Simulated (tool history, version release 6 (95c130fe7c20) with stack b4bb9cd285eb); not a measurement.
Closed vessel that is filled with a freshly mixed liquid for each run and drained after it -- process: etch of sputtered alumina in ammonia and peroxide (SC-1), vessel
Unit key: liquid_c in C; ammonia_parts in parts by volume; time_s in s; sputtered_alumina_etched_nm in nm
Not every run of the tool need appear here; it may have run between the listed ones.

run,hour,liquid_c,ammonia_parts,time_s,sputtered_alumina_etched_nm
1,0.0,54.0,0.70,160,14.334
2,5.4,54.0,0.55,160,14.264
3,9.3,54.0,0.40,160,13.506
4,15.4,61.0,0.40,160,19.647
5,22.8,58.0,0.40,160,17.033
6,31.2,58.0,0.55,160,17.440
7,40.5,55.5,0.55,160,15.205
8,41.4,53.5,0.55,160,13.487
9,48.3,52.0,0.55,160,12.761
10,50.7,51.0,0.55,160,12.007
11,54.0,50.0,0.55,160,11.297

Run 12, settings as shown, results not yet in. Your forecast:
12,61.2,49.0,0.55,160,?

{"run 12": {"sputtered_alumina_etched_nm": 10.835}}
